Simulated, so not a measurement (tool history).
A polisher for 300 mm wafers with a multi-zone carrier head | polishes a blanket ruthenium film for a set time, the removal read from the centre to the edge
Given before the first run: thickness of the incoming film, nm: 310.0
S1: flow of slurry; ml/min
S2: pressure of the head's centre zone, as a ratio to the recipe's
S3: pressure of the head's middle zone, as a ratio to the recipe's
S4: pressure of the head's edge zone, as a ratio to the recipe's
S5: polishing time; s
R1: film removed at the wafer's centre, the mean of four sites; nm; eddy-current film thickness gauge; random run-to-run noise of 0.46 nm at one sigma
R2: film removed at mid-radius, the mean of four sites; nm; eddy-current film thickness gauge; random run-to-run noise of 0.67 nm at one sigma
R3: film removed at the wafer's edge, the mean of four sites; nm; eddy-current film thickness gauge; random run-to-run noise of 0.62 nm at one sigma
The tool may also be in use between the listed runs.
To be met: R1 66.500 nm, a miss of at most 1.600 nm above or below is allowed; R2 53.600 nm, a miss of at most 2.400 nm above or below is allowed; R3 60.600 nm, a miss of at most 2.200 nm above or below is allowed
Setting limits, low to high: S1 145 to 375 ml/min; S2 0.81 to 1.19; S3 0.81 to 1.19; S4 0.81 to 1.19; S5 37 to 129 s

Run 1, day 0.000: S1 240 ml/min, S2 1.00, S3 1.00, S4 1.00, S5 83 s. Result: R1 97.825 nm, R2 98.926 nm, R3 96.641 nm.
Run 2, day 0.029: S1 240 ml/min, S2 1.00, S3 1.00, S4 1.00, S5 76 s. Result: R1 90.347 nm, R2 91.684 nm, R3 89.022 nm.
Run 3, day 0.092: S1 235 ml/min, S2 1.02, S3 0.95, S4 0.99, S5 68 s. Result: R1 81.537 nm, R2 77.951 nm, R3 77.574 nm.
Run 4, day 0.354: S1 185 ml/min, S2 1.02, S3 0.95, S4 0.99, S5 68 s. Result: R1 78.895 nm, R2 76.790 nm, R3 76.378 nm.
Run 5, day 0.646: S1 200 ml/min, S2 1.03, S3 0.92, S4 1.00, S5 63 s. Result: R1 74.850 nm, R2 69.184 nm, R3 71.852 nm.
Run 6, day 0.904: S1 145 ml/min, S2 1.03, S3 0.92, S4 1.00, S5 63 s. Result: R1 72.100 nm, R2 67.489 nm, R3 69.629 nm.
Run 7, day 0.938: S1 150 ml/min, S2 1.04, S3 0.89, S4 1.00, S5 60 s. Result: R1 69.540 nm, R2 62.736 nm, R3 67.007 nm.
Run 8, day 1.262: S1 155 ml/min, S2 1.05, S3 0.87, S4 0.99, S5 58 s. Result: R1 67.455 nm, R2 59.805 nm, R3 65.403 nm.
Run 9, day 1.304: S1 150 ml/min, S2 1.12, S3 0.81, S4 0.92, S5 53 s. Result: R1 65.694 nm, R2 51.288 nm, R3 58.267 nm.
Run 10, day 1.650: S1 155 ml/min, S2 1.12, S3 0.82, S4 0.93, S5 53 s. Result: R1 67.244 nm, R2 49.814 nm, R3 58.139 nm.
Run 11, day 1.871: S1 155 ml/min, S2 1.12, S3 0.82, S4 0.93, S5 53 s. Result: R1 66.310 nm, R2 51.283 nm, R3 57.000 nm.
Run 12, day 2.242: S1 160 ml/min, S2 1.11, S3 0.82, S4 0.94, S5 53 s. Result: R1 65.775 nm, R2 51.694 nm, R3 58.369 nm.
Run 13, day 2.588: S1 165 ml/min, S2 1.11, S3 0.82, S4 0.95, S5 53 s. Result: R1 66.198 nm, R2 51.538 nm, R3 57.758 nm.

Pick the move, out of 4, that brings all results within their allowed miss; only one does.
Run A, day 2.933: S1 145 ml/min, S2 1.10, S3 0.81, S4 1.08, S5 52 s. Result: R1 ?, R2 ?, R3 ?.
Run B, day 2.933: S1 150 ml/min, S2 1.05, S3 0.81, S4 0.91, S5 57 s. Result: R1 ?, R2 ?, R3 ?.
Run C, day 2.933: S1 220 ml/min, S2 1.18, S3 0.93, S4 0.91, S5 48 s. Result: R1 ?, R2 ?, R3 ?.
Run D, day 2.933: S1 175 ml/min, S2 1.11, S3 0.95, S4 0.90, S5 51 s. Result: R1 ?, R2 ?, R3 ?.

move      R1      R2      R3
   A  62.852  49.064  60.999
   B  66.066  54.044  61.772
   C  65.819  53.287  53.663
   D  63.922  56.203  55.653
A: the worst result of the last run now meets its target, but another is out of spec
B: meets every target
C: misses by more than the last run did
D: misses by more than the last run did
Move B is the one to make.

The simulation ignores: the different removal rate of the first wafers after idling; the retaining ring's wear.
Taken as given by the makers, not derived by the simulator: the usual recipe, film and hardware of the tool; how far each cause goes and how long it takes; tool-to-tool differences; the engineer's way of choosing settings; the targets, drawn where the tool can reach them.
